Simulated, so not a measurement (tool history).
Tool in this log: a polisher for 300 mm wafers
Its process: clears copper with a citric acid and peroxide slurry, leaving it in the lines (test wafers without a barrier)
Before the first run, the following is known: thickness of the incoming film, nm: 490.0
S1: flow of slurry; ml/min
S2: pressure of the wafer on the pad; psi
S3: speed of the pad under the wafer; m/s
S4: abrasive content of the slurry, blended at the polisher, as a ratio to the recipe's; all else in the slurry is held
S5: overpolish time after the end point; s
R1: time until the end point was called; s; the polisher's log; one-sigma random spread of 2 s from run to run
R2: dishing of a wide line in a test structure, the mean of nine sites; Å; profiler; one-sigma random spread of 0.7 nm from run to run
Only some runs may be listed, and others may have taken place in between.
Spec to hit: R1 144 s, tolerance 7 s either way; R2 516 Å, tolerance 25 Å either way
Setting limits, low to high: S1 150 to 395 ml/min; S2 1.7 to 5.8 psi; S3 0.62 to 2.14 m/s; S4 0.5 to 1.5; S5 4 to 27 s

{"run": 1, "day": 0.0, "S1": 250, "S2": 3.7, "S3": 1.38, "S4": 1, "S5": 14, "R1": 146.96, "R2": 334.09}
{"run": 2, "day": 0.371, "S1": 250, "S2": 3.7, "S3": 1.38, "S4": 1, "S5": 10, "R1": 149.27, "R2": 244.64}
{"run": 3, "day": 0.671, "S1": 250, "S2": 3.7, "S3": 1.38, "S4": 1, "S5": 11, "R1": 146.44, "R2": 271.62}
{"run": 4, "day": 0.85, "S1": 250, "S2": 3.7, "S3": 1.38, "S4": 1.1, "S5": 11, "R1": 141.5, "R2": 270.91}
{"run": 5, "day": 0.896, "S1": 250, "S2": 3.7, "S3": 1.6, "S4": 1.1, "S5": 11, "R1": 125.82, "R2": 301.73}
{"run": 6, "day": 1.175, "S1": 250, "S2": 3.7, "S3": 1.6, "S4": 0.9, "S5": 11, "R1": 132.36, "R2": 294.57}
{"run": 7, "day": 1.458, "S1": 245, "S2": 3.7, "S3": 1.6, "S4": 0.9, "S5": 12, "R1": 133.54, "R2": 308.06}
{"run": 8, "day": 1.575, "S1": 245, "S2": 3.7, "S3": 1.6, "S4": 0.9, "S5": 13, "R1": 127.85, "R2": 340.33}
{"run": 9, "day": 1.946, "S1": 245, "S2": 3.7, "S3": 1.6, "S4": 0.9, "S5": 14, "R1": 134.18, "R2": 360.56}
{"run": 10, "day": 2.067, "S1": 245, "S2": 3.7, "S3": 1.6, "S4": 0.9, "S5": 15, "R1": 131.04, "R2": 385.77}
{"run": 11, "day": 2.396, "S1": 245, "S2": 3.7, "S3": 1.6, "S4": 0.9, "S5": 16, "R1": 127.77, "R2": 408.18}
{"run": 12, "day": 2.433, "S1": 245, "S2": 3.7, "S3": 1.6, "S4": 0.9, "S5": 17, "R1": 132.93, "R2": 428.54}
{"run": 13, "day": 2.738, "S1": 240, "S2": 3.6, "S3": 1.58, "S4": 0.85, "S5": 19, "R1": 137.31, "R2": 451.09}

Pick the move, out of 4, that brings all results within their allowed miss; only one does.
{"run": "A", "day": 3.042, "S1": 185, "S2": 4.2, "S3": 1.36, "S4": 0.8, "S5": 16, "R1": "?", "R2": "?"}
{"run": "B", "day": 3.042, "S1": 255, "S2": 3.4, "S3": 1.64, "S4": 0.75, "S5": 17, "R1": "?", "R2": "?"}
{"run": "C", "day": 3.042, "S1": 245, "S2": 4, "S3": 1.34, "S4": 0.8, "S5": 23, "R1": "?", "R2": "?"}
{"run": "D", "day": 3.042, "S1": 260, "S2": 4.2, "S3": 1.2, "S4": 0.8, "S5": 17, "R1": "?", "R2": "?"}

move=A R1=142.46 R2=390.04
move=B R1=146.92 R2=396.92
move=C R1=146.85 R2=513.84
move=D R1=151.9 R2=388.91
A: misses by more than the last run did
B: misses by more than the last run did
C: hits every target within its allowed miss
D: misses by more than the last run did
C is the move that brings every result within its allowed miss.

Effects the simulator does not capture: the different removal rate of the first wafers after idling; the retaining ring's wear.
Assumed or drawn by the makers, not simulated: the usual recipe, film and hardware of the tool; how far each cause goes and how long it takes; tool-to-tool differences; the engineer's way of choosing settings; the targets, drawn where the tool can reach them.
